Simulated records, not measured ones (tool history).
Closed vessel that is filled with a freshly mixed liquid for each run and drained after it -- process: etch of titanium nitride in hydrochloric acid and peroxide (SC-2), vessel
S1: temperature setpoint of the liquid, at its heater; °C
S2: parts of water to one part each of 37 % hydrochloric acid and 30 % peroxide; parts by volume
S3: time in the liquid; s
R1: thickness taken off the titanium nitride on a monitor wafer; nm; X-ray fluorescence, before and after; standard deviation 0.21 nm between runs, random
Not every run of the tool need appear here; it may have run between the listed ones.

{"run": 1, "day": 0.0, "S1": 46, "S2": 11.5, "S3": 280, "R1": 6.7339}
{"run": 2, "day": 0.192, "S1": 50, "S2": 10.5, "S3": 280, "R1": 9.6574}
{"run": 3, "day": 0.454, "S1": 50, "S2": 10.5, "S3": 280, "R1": 9.524}
{"run": 4, "day": 0.529, "S1": 50, "S2": 9, "S3": 280, "R1": 10.996}
{"run": 5, "day": 0.862, "S1": 53, "S2": 9, "S3": 280, "R1": 13.253}
{"run": 6, "day": 1.117, "S1": 55.5, "S2": 9, "S3": 280, "R1": 15.595}
{"run": 7, "day": 1.229, "S1": 57, "S2": 8.5, "S3": 280, "R1": 17.866}
{"run": 8, "day": 1.562, "S1": 58.5, "S2": 8.5, "S3": 280, "R1": 19.885}

Run 9 has not been measured yet. What should we expect?
{"run": 9, "day": 1.721, "S1": 59.5, "S2": 8.5, "S3": 280, "R1": "?"}

{"run 9": {"R1": 21.232}}
